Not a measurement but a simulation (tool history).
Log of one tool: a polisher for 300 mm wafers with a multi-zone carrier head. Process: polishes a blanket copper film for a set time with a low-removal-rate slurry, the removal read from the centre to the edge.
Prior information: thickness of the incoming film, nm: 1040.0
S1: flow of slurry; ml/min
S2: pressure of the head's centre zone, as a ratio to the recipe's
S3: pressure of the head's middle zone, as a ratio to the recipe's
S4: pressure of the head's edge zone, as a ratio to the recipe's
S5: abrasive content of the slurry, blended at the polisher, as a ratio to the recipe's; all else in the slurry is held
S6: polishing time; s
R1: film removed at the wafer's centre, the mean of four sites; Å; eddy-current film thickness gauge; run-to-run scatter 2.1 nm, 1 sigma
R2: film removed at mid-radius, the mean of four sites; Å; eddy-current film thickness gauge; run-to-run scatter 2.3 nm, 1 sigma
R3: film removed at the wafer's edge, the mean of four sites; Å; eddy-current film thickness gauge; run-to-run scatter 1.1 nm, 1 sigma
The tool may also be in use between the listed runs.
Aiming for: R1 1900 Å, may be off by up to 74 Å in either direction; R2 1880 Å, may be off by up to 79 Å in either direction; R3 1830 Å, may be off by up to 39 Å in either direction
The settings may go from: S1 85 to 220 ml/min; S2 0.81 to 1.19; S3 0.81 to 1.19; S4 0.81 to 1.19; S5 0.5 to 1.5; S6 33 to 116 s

Run 1, day 0: S1 140 ml/min, S2 1, S3 1, S4 1, S5 1, S6 74 s. Result: R1 2090.9 Å, R2 2114.6 Å, R3 2149.2 Å.
Run 2, day 0.325: S1 140 ml/min, S2 1, S3 1, S4 1, S5 1.2, S6 74 s. Result: R1 2188.7 Å, R2 2212.6 Å, R3 2229.9 Å.
Run 3, day 0.567: S1 140 ml/min, S2 1, S3 0.93, S4 1, S5 1.2, S6 74 s. Result: R1 2202.4 Å, R2 2096.7 Å, R3 2252.7 Å.
Run 4, day 0.896: S1 140 ml/min, S2 1, S3 0.93, S4 1, S5 1, S6 74 s. Result: R1 2119.5 Å, R2 2024.2 Å, R3 2135.6 Å.
Run 5, day 1.262: S1 140 ml/min, S2 1, S3 0.98, S4 1, S5 1, S6 74 s. Result: R1 2108.9 Å, R2 2062.2 Å, R3 2109.6 Å.
Run 6, day 1.4: S1 135 ml/min, S2 1, S3 0.98, S4 0.98, S5 1, S6 74 s. Result: R1 2075.1 Å, R2 2072.3 Å, R3 2095.7 Å.
Run 7, day 1.771: S1 130 ml/min, S2 1, S3 0.97, S4 0.96, S5 1, S6 74 s. Result: R1 2038.3 Å, R2 2045.5 Å, R3 2063.5 Å.
Run 8, day 2.125: S1 125 ml/min, S2 1.01, S3 0.96, S4 0.94, S5 1, S6 74 s. Result: R1 2075.6 Å, R2 2002.7 Å, R3 2038.4 Å.
Run 9, day 2.162: S1 120 ml/min, S2 1.01, S3 0.96, S4 0.92, S5 1, S6 74 s. Result: R1 2020.6 Å, R2 2005.3 Å, R3 2019.1 Å.
Run 10, day 2.483: S1 115 ml/min, S2 1.01, S3 0.96, S4 0.91, S5 1, S6 74 s. Result: R1 1986 Å, R2 1938.9 Å, R3 1998 Å.
Run 11, day 2.729: S1 115 ml/min, S2 1.01, S3 0.97, S4 0.9, S5 1, S6 74 s. Result: R1 2008.9 Å, R2 1990.3 Å, R3 1964.1 Å.

Consider the 5 candidate settings below. Which is the only one whose results all fall within their allowed miss of target?
Run A, day 2.975: S1 85 ml/min, S2 0.97, S3 0.9, S4 1.03, S5 1.15, S6 80 s. Result: R1 ?, R2 ?, R3 ?.
Run B, day 2.975: S1 110 ml/min, S2 1.02, S3 0.98, S4 0.88, S5 1, S6 70 s. Result: R1 ?, R2 ?, R3 ?.
Run C, day 2.975: S1 85 ml/min, S2 0.94, S3 0.99, S4 0.98, S5 0.95, S6 84 s. Result: R1 ?, R2 ?, R3 ?.
Run D, day 2.975: S1 85 ml/min, S2 1.03, S3 0.85, S4 0.97, S5 0.9, S6 84 s. Result: R1 ?, R2 ?, R3 ?.
Run E, day 2.975: S1 105 ml/min, S2 1.02, S3 1.04, S4 0.81, S5 1.05, S6 74 s. Result: R1 ?, R2 ?, R3 ?.

move      R1      R2      R3
   A  2003.5  1914.6  2234.3
   B    1921  1847.7  1825.6
   C  1930.7  2055.9  2165.6
   D  2081.8  1789.7    2125
   E  2033.4  2056.1  1870.1
A: moves away from the targets compared with the last run
B: in spec on every target
C: moves away from the targets compared with the last run
D: moves away from the targets compared with the last run
E: closer than the last run, but not yet in spec
So the answer is move B, the one that meets all the targets.

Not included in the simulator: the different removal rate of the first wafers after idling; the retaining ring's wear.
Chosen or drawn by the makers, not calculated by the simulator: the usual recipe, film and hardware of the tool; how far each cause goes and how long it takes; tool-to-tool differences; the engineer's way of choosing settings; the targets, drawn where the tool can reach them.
